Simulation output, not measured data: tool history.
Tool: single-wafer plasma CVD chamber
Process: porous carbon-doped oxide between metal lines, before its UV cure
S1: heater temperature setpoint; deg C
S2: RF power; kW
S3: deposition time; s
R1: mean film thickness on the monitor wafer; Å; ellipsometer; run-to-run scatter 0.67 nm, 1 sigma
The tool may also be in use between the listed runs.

run,hour,S1,S2,S3,R1
1,0,285,0.625,37.1,2379.4
2,5.3,281,0.64,37.1,2479.3
3,12,281,0.57,37.1,2351.9
4,16.5,281,0.53,37.1,2256.2
5,24.8,277,0.555,37.1,2366.8
6,30.2,277,0.555,37.1,2371.2
7,34.7,277,0.555,37.1,2367.9

Estimate the outcome of run 8 from the log above:
8,40,274,0.58,37.1,?

R1: 2483.1 Å
